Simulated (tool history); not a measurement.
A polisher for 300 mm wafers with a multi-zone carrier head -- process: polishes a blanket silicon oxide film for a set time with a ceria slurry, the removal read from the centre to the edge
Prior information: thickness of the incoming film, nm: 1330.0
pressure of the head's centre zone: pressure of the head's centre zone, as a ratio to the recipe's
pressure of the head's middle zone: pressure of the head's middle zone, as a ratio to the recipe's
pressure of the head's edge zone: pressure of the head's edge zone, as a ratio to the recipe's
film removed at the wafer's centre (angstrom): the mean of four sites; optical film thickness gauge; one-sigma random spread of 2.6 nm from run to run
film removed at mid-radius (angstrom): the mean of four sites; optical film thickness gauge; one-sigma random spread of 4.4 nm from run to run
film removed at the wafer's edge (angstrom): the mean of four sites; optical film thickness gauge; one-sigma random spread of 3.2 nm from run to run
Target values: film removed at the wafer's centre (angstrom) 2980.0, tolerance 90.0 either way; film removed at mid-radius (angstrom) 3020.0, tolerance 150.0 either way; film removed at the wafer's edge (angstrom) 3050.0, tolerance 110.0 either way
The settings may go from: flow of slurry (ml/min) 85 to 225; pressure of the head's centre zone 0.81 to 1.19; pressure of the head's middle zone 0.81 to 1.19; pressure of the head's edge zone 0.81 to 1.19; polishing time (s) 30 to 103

run,hour,flow of slurry (ml/min),pressure of the head's centre zone,pressure of the head's middle zone,pressure of the head's edge zone,polishing time (s),film removed at the wafer's centre (angstrom),film removed at mid-radius (angstrom),film removed at the wafer's edge (angstrom)
1,0.0,145,1.00,1.00,1.00,66,4010.7,4146.2,4093.3
2,7.2,145,1.00,1.00,1.00,55,3322.7,3489.5,3331.2
3,9.4,175,1.00,1.00,1.00,55,3473.8,3515.9,3500.9
4,18.3,175,1.00,1.00,0.94,55,3465.9,3616.7,3360.2
5,21.7,175,1.00,1.00,0.88,55,3485.8,3647.8,3277.2
6,29.3,175,1.00,0.94,0.88,55,3480.6,3396.5,3250.6
7,36.0,165,0.99,0.93,0.88,55,3411.9,3346.8,3254.3
8,37.6,165,0.99,0.93,0.88,55,3406.2,3343.4,3285.1
9,46.1,160,0.98,0.92,0.87,55,3326.1,3307.5,3224.7
10,53.2,155,0.98,0.91,0.87,55,3312.0,3277.6,3238.4
11,60.6,150,0.98,0.90,0.86,55,3237.9,3195.3,3199.4
12,62.3,145,0.98,0.90,0.86,55,3248.0,3157.2,3136.2
13,63.8,140,0.97,0.90,0.86,55,3188.3,3076.7,3109.8
14,72.5,115,0.93,0.93,0.86,55,2816.1,3077.2,3033.4
15,79.9,115,0.93,0.92,0.86,55,2856.9,3019.5,3061.8

Which single option among these 5 for the next run brings every result within its allowed miss of target? Just one does.
A,87.3,120,0.99,0.81,0.92,53,?,?,?
B,87.3,105,0.93,0.92,0.86,57,?,?,?
C,87.3,100,1.02,0.81,0.91,56,?,?,?
D,87.3,125,0.95,0.89,0.86,55,?,?,?
E,87.3,85,0.93,0.82,0.91,62,?,?,?

move,film removed at the wafer's centre (angstrom),film removed at mid-radius (angstrom),film removed at the wafer's edge (angstrom)
A,2952.1,2700.4,3070.3
B,2821.7,3005.5,3103.7
C,2974.4,2671.7,3096.2
D,2986.3,3014.7,3113.9
E,2765.4,2786.4,3289.6
A: the worst result of the last run now meets its target, but another is out of spec
B: misses by more than the last run did
C: the worst result of the last run now meets its target, but another is out of spec
D: each result inside its tolerance
E: misses by more than the last run did
Answer: D
